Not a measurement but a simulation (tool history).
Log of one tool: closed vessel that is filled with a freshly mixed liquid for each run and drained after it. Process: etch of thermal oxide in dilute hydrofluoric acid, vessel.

run,day,temperature setpoint of the liquid (K),parts of water to one part of 49 % hydrofluoric acid (parts by volume),time in the liquid (s),thickness taken off the thermal oxide on a monitor wafer (angstrom)
1,0.000,299.15,195,3085,664.99
2,0.262,299.15,255,3085,475.56
3,0.608,299.15,305,3085,374.16
4,0.779,302.65,305,3085,425.75
5,1.004,304.15,305,3085,440.43
6,1.362,304.15,305,3285,468.81
7,1.571,305.15,230,3285,708.17
8,1.817,305.65,175,3285,1017.50
9,1.842,305.65,175,3285,1010.10
10,2.217,305.65,175,3285,1003.00

The next listed run, before its measurement:
11,2.308,306.15,145,3285,?

Run 11 gave thickness taken off the thermal oxide on a monitor wafer (angstrom) 1303.40.
